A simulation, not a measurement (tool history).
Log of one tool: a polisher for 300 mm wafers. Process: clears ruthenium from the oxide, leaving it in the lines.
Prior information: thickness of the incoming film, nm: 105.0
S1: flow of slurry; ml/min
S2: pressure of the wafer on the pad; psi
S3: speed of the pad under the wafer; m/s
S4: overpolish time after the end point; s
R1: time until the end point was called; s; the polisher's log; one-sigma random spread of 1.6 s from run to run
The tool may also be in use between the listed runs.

Run 1, hour 0.0: S1 160 ml/min, S2 1.7 psi, S3 1.22 m/s, S4 6 s. Result: R1 112.20 s.
Run 2, hour 1.6: S1 160 ml/min, S2 1.7 psi, S3 0.96 m/s, S4 6 s. Result: R1 148.41 s.
Run 3, hour 10.6: S1 160 ml/min, S2 1.7 psi, S3 1.08 m/s, S4 6 s. Result: R1 126.90 s.
Run 4, hour 13.9: S1 160 ml/min, S2 1.4 psi, S3 1.08 m/s, S4 6 s. Result: R1 155.60 s.
Run 5, hour 20.0: S1 160 ml/min, S2 1.6 psi, S3 1.10 m/s, S4 6 s. Result: R1 129.40 s.
Run 6, hour 28.6: S1 160 ml/min, S2 1.8 psi, S3 1.12 m/s, S4 6 s. Result: R1 117.70 s.
Run 7, hour 37.2: S1 160 ml/min, S2 1.9 psi, S3 1.14 m/s, S4 6 s. Result: R1 113.03 s.

For run 8, what comes out?
Run 8, hour 42.8: S1 160 ml/min, S2 2.0 psi, S3 1.16 m/s, S4 6 s. Result: R1 ?.

R1: 103.37 s
